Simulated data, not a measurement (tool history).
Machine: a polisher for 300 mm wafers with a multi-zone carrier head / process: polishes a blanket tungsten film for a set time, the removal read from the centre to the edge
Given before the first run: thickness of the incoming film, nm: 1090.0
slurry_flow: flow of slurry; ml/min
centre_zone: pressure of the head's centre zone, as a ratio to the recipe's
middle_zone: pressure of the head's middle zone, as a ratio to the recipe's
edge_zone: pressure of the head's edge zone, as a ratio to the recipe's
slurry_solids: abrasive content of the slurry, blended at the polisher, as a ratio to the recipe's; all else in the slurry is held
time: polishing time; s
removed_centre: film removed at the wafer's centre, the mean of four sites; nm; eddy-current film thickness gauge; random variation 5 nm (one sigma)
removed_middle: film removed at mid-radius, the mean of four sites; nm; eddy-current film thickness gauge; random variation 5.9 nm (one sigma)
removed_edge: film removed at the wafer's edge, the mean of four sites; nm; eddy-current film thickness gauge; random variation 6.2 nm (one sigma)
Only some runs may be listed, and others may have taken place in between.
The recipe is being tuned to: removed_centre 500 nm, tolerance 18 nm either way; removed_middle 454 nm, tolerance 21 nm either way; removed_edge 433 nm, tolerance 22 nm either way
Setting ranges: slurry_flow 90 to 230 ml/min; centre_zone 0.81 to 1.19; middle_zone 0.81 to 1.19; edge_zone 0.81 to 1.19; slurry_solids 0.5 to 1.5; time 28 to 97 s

Run 1, hour 0: slurry_flow 150 ml/min, centre_zone 1, middle_zone 1, edge_zone 1, slurry_solids 1, time 62 s. Result: removed_centre 418.48 nm, removed_middle 386.59 nm, removed_edge 398.67 nm.
Run 2, hour 7.6: slurry_flow 150 ml/min, centre_zone 1, middle_zone 1, edge_zone 0.97, slurry_solids 1, time 62 s. Result: removed_centre 421.9 nm, removed_middle 391.19 nm, removed_edge 398.96 nm.
Run 3, hour 15.1: slurry_flow 150 ml/min, centre_zone 1, middle_zone 1, edge_zone 1.01, slurry_solids 1, time 62 s. Result: removed_centre 407.87 nm, removed_middle 392.43 nm, removed_edge 410.37 nm.
Run 4, hour 23.1: slurry_flow 150 ml/min, centre_zone 1, middle_zone 1, edge_zone 1.01, slurry_solids 0.9, time 62 s. Result: removed_centre 408.26 nm, removed_middle 387.03 nm, removed_edge 388.98 nm.
Run 5, hour 27.2: slurry_flow 150 ml/min, centre_zone 1.03, middle_zone 1, edge_zone 1.01, slurry_solids 0.9, time 62 s. Result: removed_centre 411.48 nm, removed_middle 390.9 nm, removed_edge 391.19 nm.
Run 6, hour 32.9: slurry_flow 150 ml/min, centre_zone 1.03, middle_zone 1, edge_zone 1.01, slurry_solids 0.9, time 54 s. Result: removed_centre 371.23 nm, removed_middle 326.53 nm, removed_edge 344.13 nm.
At hour 40.8: edge zone pressure recalibrated.
Run 7, hour 40.8: slurry_flow 155 ml/min, centre_zone 1.05, middle_zone 1.02, edge_zone 1.01, slurry_solids 0.95, time 55 s. Result: removed_centre 383.36 nm, removed_middle 360.69 nm, removed_edge 358.2 nm.
Run 8, hour 45.3: slurry_flow 155 ml/min, centre_zone 1.05, middle_zone 1.02, edge_zone 1.01, slurry_solids 0.95, time 55 s. Result: removed_centre 382.28 nm, removed_middle 359.91 nm, removed_edge 353.64 nm.
Run 9, hour 50.7: slurry_flow 190 ml/min, centre_zone 1.15, middle_zone 1.11, edge_zone 1.11, slurry_solids 1.2, time 58 s. Result: removed_centre 474.35 nm, removed_middle 418.24 nm, removed_edge 426.38 nm.
Run 10, hour 51.6: slurry_flow 190 ml/min, centre_zone 1.15, middle_zone 1.12, edge_zone 1.11, slurry_solids 1.2, time 58 s. Result: removed_centre 489.52 nm, removed_middle 425.79 nm, removed_edge 425.36 nm.
Run 11, hour 56.6: slurry_flow 190 ml/min, centre_zone 1.15, middle_zone 1.12, edge_zone 1.11, slurry_solids 1.2, time 58 s. Result: removed_centre 469.69 nm, removed_middle 425.62 nm, removed_edge 425.59 nm.

4 next moves are on the table. One of them brings every result within its allowed miss. Which?
Run A, hour 61.6: slurry_flow 190 ml/min, centre_zone 1.17, middle_zone 1.14, edge_zone 1.08, slurry_solids 1.15, time 60 s. Result: removed_centre ?, removed_middle ?, removed_edge ?.
Run B, hour 61.6: slurry_flow 205 ml/min, centre_zone 1.19, middle_zone 1.08, edge_zone 1.04, slurry_solids 1.15, time 54 s. Result: removed_centre ?, removed_middle ?, removed_edge ?.
Run C, hour 61.6: slurry_flow 165 ml/min, centre_zone 1.19, middle_zone 1.15, edge_zone 1.08, slurry_solids 1, time 57 s. Result: removed_centre ?, removed_middle ?, removed_edge ?.
Run D, hour 61.6: slurry_flow 205 ml/min, centre_zone 1.11, middle_zone 1.16, edge_zone 1.12, slurry_solids 1.1, time 59 s. Result: removed_centre ?, removed_middle ?, removed_edge ?.

move  removed_centre  removed_middle  removed_edge
   A          505.35          443.04        433.77
   B          468.11           386.5        386.48
   C           464.7          404.31        395.52
   D          473.29          442.99        434.35
A: in spec on every target
B: the biggest miss grows against the last run
C: the biggest miss grows against the last run
D: an improvement on the last run, though not all results are within tolerance
The move that meets every target is A.
